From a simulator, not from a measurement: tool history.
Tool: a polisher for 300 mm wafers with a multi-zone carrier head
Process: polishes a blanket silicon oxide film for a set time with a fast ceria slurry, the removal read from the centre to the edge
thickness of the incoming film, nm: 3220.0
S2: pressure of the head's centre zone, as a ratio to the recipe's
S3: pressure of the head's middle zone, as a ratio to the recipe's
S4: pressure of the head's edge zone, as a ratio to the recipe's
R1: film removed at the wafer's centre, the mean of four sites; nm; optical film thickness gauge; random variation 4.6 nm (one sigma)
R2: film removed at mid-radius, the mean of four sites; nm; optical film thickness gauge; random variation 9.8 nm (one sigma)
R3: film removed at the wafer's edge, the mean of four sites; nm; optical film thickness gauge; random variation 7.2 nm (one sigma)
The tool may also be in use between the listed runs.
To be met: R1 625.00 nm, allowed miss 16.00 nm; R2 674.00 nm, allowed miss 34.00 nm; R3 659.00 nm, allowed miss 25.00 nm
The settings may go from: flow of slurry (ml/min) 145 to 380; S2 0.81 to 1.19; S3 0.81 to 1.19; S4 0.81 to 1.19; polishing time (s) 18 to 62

run 1 hour=0.0 | flow_of_slurry_(ml/min)=245 S2=1.00 S3=1.00 S4=1.00 polishing_time_(s)=40 | R1=498.45 R2=489.51 R3=509.68
run 2 hour=8.3 | flow_of_slurry_(ml/min)=250 S2=1.01 S3=1.03 S4=1.03 polishing_time_(s)=42 | R1=533.66 R2=538.06 R3=540.87
run 3 hour=10.0 | flow_of_slurry_(ml/min)=255 S2=1.01 S3=1.04 S4=1.06 polishing_time_(s)=43 | R1=550.88 R2=554.84 R3=558.07
run 4 hour=12.0 | flow_of_slurry_(ml/min)=255 S2=1.00 S3=1.05 S4=1.07 polishing_time_(s)=44 | R1=555.89 R2=565.81 R3=587.49
run 5 hour=16.0 | flow_of_slurry_(ml/min)=255 S2=1.00 S3=1.05 S4=1.07 polishing_time_(s)=54 | R1=677.92 R2=677.24 R3=702.17
run 6 hour=20.5 | flow_of_slurry_(ml/min)=255 S2=1.00 S3=1.05 S4=1.07 polishing_time_(s)=48 | R1=597.71 R2=608.66 R3=644.04
run 7 hour=24.2 | flow_of_slurry_(ml/min)=255 S2=1.00 S3=1.05 S4=1.07 polishing_time_(s)=48 | R1=601.39 R2=620.31 R3=630.92
run 8 hour=30.4 | flow_of_slurry_(ml/min)=265 S2=1.00 S3=1.06 S4=1.08 polishing_time_(s)=48 | R1=607.62 R2=639.06 R3=632.43
run 9 hour=38.4 | flow_of_slurry_(ml/min)=270 S2=1.00 S3=1.06 S4=1.09 polishing_time_(s)=48 | R1=606.88 R2=651.82 R3=649.41

Which of these 4 next moves meets every target?
run A hour=46.4 | flow_of_slurry_(ml/min)=265 S2=1.04 S3=1.13 S4=1.15 polishing_time_(s)=48 | R1=? R2=? R3=?
run B hour=46.4 | flow_of_slurry_(ml/min)=265 S2=0.99 S3=1.04 S4=1.16 polishing_time_(s)=48 | R1=? R2=? R3=?
run C hour=46.4 | flow_of_slurry_(ml/min)=220 S2=1.01 S3=1.09 S4=1.17 polishing_time_(s)=48 | R1=? R2=? R3=?
run D hour=46.4 | flow_of_slurry_(ml/min)=285 S2=0.90 S3=1.11 S4=0.99 polishing_time_(s)=50 | R1=? R2=? R3=?

move=A R1=630.33 R2=665.24 R3=652.46
move=B R1=599.42 R2=619.85 R3=656.12
move=C R1=589.44 R2=623.94 R3=642.74
move=D R1=574.60 R2=690.77 R3=637.20
A: meets every target
B: further off than the last run
C: further off than the last run
D: further off than the last run
Answer: A
